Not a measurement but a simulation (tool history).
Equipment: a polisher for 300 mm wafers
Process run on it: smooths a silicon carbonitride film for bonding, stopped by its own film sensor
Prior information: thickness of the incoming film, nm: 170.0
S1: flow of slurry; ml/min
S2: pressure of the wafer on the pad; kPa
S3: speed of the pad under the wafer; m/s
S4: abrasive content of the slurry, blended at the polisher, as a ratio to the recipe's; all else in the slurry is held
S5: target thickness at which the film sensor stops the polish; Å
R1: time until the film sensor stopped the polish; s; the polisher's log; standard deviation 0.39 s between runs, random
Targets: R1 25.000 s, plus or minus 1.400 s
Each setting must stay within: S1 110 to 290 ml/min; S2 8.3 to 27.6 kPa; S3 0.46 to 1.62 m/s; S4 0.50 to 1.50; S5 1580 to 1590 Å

run,hour,S1,S2,S3,S4,S5,R1
1,0.0,185,17.9,1.04,1.00,1580,40.372
2,6.9,185,15.2,1.04,1.00,1580,49.343
3,8.6,185,17.2,1.06,1.00,1580,42.552
4,12.0,185,17.2,0.96,1.00,1580,45.696
5,17.7,185,17.2,0.96,0.85,1580,49.359
6,19.1,185,15.9,0.96,0.85,1580,52.260
7,22.8,185,18.6,0.98,0.85,1580,45.420
8,27.6,185,20.7,1.02,0.85,1580,40.268
9,30.9,185,22.1,1.08,0.85,1580,36.577
10,36.7,185,23.4,1.12,0.85,1580,32.851
11,43.1,185,24.1,1.14,0.85,1580,32.679
12,50.9,185,24.8,1.18,0.85,1580,30.908
13,57.4,185,25.5,1.22,0.85,1580,28.457
14,61.7,185,26.2,1.24,0.85,1580,27.871

Next run, 5 choices. One meets every target within its allowed miss, the rest don't. Which?
A,66.0,145,25.5,1.16,1.10,1590,?
B,66.0,190,24.1,1.62,1.00,1580,?
C,66.0,155,23.4,1.62,0.90,1590,?
D,66.0,195,22.8,1.30,0.90,1580,?
E,66.0,190,24.8,1.26,0.80,1580,?

move,R1
A,25.543
B,22.645
C,23.071
D,29.944
E,30.294
A: meets every target
B: moves the result that the last run missed by most past its target, out the other side
C: moves the result that the last run missed by most past its target, out the other side
D: further off than the last run
E: further off than the last run
Answer: A

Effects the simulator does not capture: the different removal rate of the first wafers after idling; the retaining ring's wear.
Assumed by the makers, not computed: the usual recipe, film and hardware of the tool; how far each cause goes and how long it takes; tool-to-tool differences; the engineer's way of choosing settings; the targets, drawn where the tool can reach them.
